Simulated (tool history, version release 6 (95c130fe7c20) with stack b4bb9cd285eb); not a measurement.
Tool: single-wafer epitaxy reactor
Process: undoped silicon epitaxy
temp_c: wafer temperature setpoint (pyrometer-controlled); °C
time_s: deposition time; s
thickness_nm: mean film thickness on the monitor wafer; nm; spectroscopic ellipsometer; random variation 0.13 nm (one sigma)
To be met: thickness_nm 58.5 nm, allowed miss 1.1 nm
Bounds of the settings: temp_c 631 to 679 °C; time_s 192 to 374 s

run 1 day=0 | temp_c=655 time_s=283 | thickness_nm=51.967
run 2 day=0.367 | temp_c=657 time_s=283 | thickness_nm=54.693
run 3 day=0.646 | temp_c=658 time_s=283 | thickness_nm=55.96
run 4 day=0.942 | temp_c=659 time_s=283 | thickness_nm=57.364
run 5 day=1.238 | temp_c=659 time_s=269 | thickness_nm=54.366
run 6 day=1.338 | temp_c=665 time_s=269 | thickness_nm=62.667
run 7 day=1.442 | temp_c=665 time_s=269 | thickness_nm=62.973
run 8 day=1.525 | temp_c=664 time_s=269 | thickness_nm=61.606
run 9 day=1.658 | temp_c=663 time_s=269 | thickness_nm=59.992

Which of these 5 next moves meets every target?
run A day=1.792 | temp_c=664 time_s=273 | thickness_nm=?
run B day=1.792 | temp_c=659 time_s=290 | thickness_nm=?
run C day=1.792 | temp_c=663 time_s=251 | thickness_nm=?
run D day=1.792 | temp_c=654 time_s=313 | thickness_nm=?
run E day=1.792 | temp_c=661 time_s=262 | thickness_nm=?

move=A thickness_nm=62.203
move=B thickness_nm=58.551
move=C thickness_nm=55.831
move=D thickness_nm=55.914
move=E thickness_nm=55.529
A: further off than the last run
B: meets every target
C: takes the result that was furthest off past its target
D: takes the result that was furthest off past its target
E: takes the result that was furthest off past its target
Move B is the one to make.
